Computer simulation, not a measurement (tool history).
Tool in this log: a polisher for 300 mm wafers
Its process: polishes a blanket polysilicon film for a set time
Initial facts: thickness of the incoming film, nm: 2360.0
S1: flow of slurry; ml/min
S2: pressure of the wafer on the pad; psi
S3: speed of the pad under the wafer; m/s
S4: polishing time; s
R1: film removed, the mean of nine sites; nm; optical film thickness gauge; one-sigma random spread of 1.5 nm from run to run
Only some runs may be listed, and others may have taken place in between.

run  hour   S1   S2    S3  S4      R1
  1   0.0  140  2.3  0.76  55  286.33
  2   6.0  120  2.3  0.76  55  281.51
  3  13.5  120  2.3  0.94  55  335.60
  4  14.6  115  1.9  0.92  55  274.85
  5  15.7  115  1.9  0.78  55  232.72
  6  24.1  110  1.7  0.78  55  207.82
  7  26.7  105  1.6  0.78  55  199.30
  8  35.2  100  1.5  0.78  55  183.71

Run 9, settings as shown, results not yet in. Your forecast:
  9  36.1  95  1.5  0.78  55   ?

R1: 181.70 nm

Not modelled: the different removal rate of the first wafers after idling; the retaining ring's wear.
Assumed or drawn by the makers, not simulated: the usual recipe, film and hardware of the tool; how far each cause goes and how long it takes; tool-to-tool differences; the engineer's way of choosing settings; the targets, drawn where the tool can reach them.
